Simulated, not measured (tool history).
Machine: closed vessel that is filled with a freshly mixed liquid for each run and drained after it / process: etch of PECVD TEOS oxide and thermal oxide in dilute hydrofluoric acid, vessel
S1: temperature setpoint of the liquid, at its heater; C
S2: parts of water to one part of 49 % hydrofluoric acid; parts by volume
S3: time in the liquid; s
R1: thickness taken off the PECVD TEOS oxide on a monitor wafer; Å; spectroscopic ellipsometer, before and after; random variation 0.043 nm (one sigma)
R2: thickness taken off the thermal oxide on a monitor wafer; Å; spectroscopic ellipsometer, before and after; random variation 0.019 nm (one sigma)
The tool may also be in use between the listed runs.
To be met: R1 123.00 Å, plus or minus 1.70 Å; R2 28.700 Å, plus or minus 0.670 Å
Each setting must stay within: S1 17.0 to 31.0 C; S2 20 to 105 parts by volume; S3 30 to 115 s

run	hour	S1	S2	S3	R1	R2
1	0.0	23.0	55	60	232.03	53.637
2	2.2	19.5	55	60	198.47	46.832
3	6.9	18.0	55	60	188.78	43.628
4	16.0	18.0	55	45	141.62	33.136
5	24.6	18.0	55	65	203.55	47.180
6	30.8	21.5	55	65	234.85	55.021
7	39.9	21.0	60	65	211.48	49.715
8	46.2	20.5	65	65	189.02	44.591
9	55.4	20.0	65	65	184.86	43.538
10	61.1	19.5	65	65	180.34	42.708
11	64.2	19.0	65	65	177.57	41.190
12	68.9	18.0	75	65	145.42	33.901
13	76.8	17.5	80	65	132.50	31.046
14	83.1	17.0	80	65	130.84	30.702

Which one of the following 5 next-run settings gets every result inside its allowed miss? There is exactly one.
A	89.4	19.0	75	55	?	?
B	89.4	19.0	90	75	?	?
C	89.4	19.5	90	65	?	?
D	89.4	17.0	90	70	?	?
E	89.4	20.0	85	60	?	?

move	R1	R2
A	128.30	30.199
B	143.37	33.745
C	126.87	29.861
D	123.02	28.954
E	127.32	29.966
A: gains on the last run, yet a result remains outside its allowed miss
B: lands further from the targets than the last run did
C: gains on the last run, yet a result remains outside its allowed miss
D: each result inside its tolerance
E: gains on the last run, yet a result remains outside its allowed miss
The right move is D.
